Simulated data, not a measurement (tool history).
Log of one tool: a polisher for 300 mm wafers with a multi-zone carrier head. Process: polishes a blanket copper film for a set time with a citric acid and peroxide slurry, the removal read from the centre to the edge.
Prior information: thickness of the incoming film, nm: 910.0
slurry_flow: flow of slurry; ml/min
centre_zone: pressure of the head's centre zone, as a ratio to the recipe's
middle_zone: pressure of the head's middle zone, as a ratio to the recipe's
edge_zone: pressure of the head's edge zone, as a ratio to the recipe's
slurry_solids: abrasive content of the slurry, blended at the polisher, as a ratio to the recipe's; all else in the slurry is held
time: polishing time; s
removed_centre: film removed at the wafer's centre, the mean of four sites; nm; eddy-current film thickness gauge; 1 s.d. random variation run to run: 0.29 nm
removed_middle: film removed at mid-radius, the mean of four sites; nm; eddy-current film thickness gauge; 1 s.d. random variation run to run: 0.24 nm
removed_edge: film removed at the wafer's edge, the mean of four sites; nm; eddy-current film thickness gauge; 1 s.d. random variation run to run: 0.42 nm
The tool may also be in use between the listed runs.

run,day,slurry_flow,centre_zone,middle_zone,edge_zone,slurry_solids,time,removed_centre,removed_middle,removed_edge
1,0.000,300,1.00,1.00,1.00,1.00,34,71.651,70.504,70.642
2,0.342,300,1.03,1.00,1.00,1.00,34,72.032,71.083,69.430
3,0.496,370,1.03,1.00,1.00,1.00,34,76.192,72.518,69.812
4,0.629,370,1.08,1.00,1.00,1.00,34,77.852,71.343,69.784
5,0.904,335,1.01,0.96,1.00,0.85,30,62.639,59.632,62.347
6,1.171,335,1.01,0.96,0.96,0.85,30,62.850,59.586,59.431
7,1.342,310,0.95,0.93,0.93,0.75,27,52.150,51.531,52.099
8,1.708,260,0.85,0.83,0.85,0.50,21,34.917,34.124,36.478

Predict the results of run 9:
9,1.850,285,0.85,0.84,0.88,0.50,21,?,?,?

removed_centre: 35.530 nm
removed_middle: 34.919 nm
removed_edge: 37.575 nm
